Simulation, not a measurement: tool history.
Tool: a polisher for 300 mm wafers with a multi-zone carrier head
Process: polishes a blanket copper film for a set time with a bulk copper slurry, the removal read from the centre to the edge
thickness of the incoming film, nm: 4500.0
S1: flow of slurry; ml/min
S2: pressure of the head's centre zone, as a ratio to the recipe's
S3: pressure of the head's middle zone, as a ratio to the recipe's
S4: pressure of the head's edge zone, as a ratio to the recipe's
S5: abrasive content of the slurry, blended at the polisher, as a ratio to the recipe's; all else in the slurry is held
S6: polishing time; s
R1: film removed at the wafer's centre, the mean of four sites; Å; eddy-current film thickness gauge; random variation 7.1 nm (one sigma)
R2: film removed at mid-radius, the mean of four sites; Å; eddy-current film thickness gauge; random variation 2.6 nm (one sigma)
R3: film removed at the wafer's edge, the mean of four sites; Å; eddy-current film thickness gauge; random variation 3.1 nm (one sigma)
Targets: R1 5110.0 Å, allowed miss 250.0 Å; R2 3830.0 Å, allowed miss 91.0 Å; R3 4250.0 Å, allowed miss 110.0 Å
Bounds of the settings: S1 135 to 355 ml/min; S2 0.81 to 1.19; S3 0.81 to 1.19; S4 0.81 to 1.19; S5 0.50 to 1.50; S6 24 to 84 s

run 1 hour=0.0 | S1=225 S2=1.00 S3=1.00 S4=1.00 S5=1.00 S6=54 | R1=5330.6 R2=5161.8 R3=5074.9
run 2 hour=3.2 | S1=225 S2=1.00 S3=0.92 S4=1.00 S5=1.00 S6=54 | R1=5327.4 R2=4865.4 R3=5079.0
run 3 hour=9.2 | S1=210 S2=1.03 S3=0.89 S4=0.98 S5=0.90 S6=54 | R1=5334.0 R2=4576.4 R3=4933.3
run 4 hour=11.5 | S1=210 S2=1.03 S3=0.85 S4=0.98 S5=0.90 S6=54 | R1=5318.5 R2=4403.5 R3=4945.5
run 5 hour=18.7 | S1=210 S2=1.03 S3=0.81 S4=0.98 S5=0.90 S6=54 | R1=5198.2 R2=4229.1 R3=4916.4
run 6 hour=20.8 | S1=210 S2=1.03 S3=0.81 S4=0.98 S5=0.90 S6=43 | R1=4205.2 R2=3339.5 R3=3898.1
run 7 hour=22.3 | S1=230 S2=1.06 S3=0.83 S4=1.00 S5=0.90 S6=43 | R1=4553.0 R2=3476.1 R3=3926.6
run 8 hour=26.8 | S1=245 S2=1.06 S3=0.84 S4=1.03 S5=0.95 S6=43 | R1=4394.9 R2=3543.6 R3=4088.5
run 9 hour=29.4 | S1=255 S2=1.09 S3=0.85 S4=1.04 S5=0.95 S6=43 | R1=4776.7 R2=3647.4 R3=4116.6
run 10 hour=38.1 | S1=265 S2=1.10 S3=0.85 S4=1.05 S5=0.95 S6=43 | R1=4698.8 R2=3615.1 R3=4095.5
run 11 hour=42.6 | S1=265 S2=1.11 S3=0.86 S4=1.06 S5=0.95 S6=43 | R1=4804.4 R2=3629.2 R3=4115.5

Which of these 4 next moves meets every target?
run A hour=47.1 | S1=280 S2=1.11 S3=0.98 S4=1.08 S5=0.90 S6=41 | R1=? R2=? R3=?
run B hour=47.1 | S1=275 S2=1.14 S3=0.86 S4=1.01 S5=1.00 S6=45 | R1=? R2=? R3=?
run C hour=47.1 | S1=285 S2=1.01 S3=0.88 S4=1.04 S5=1.00 S6=44 | R1=? R2=? R3=?
run D hour=47.1 | S1=215 S2=1.02 S3=0.84 S4=1.13 S5=0.60 S6=47 | R1=? R2=? R3=?

move=A R1=4358.4 R2=3870.5 R3=3959.1
move=B R1=4981.1 R2=3866.4 R3=4274.7
move=C R1=4327.4 R2=3867.8 R3=4249.1
move=D R1=4207.0 R2=3594.8 R3=4310.7
A: brings the result that was furthest off to its target, and leaves another outside
B: meets every target
C: brings the result that was furthest off to its target, and leaves another outside
D: further off than the last run
Move B is the one to make.

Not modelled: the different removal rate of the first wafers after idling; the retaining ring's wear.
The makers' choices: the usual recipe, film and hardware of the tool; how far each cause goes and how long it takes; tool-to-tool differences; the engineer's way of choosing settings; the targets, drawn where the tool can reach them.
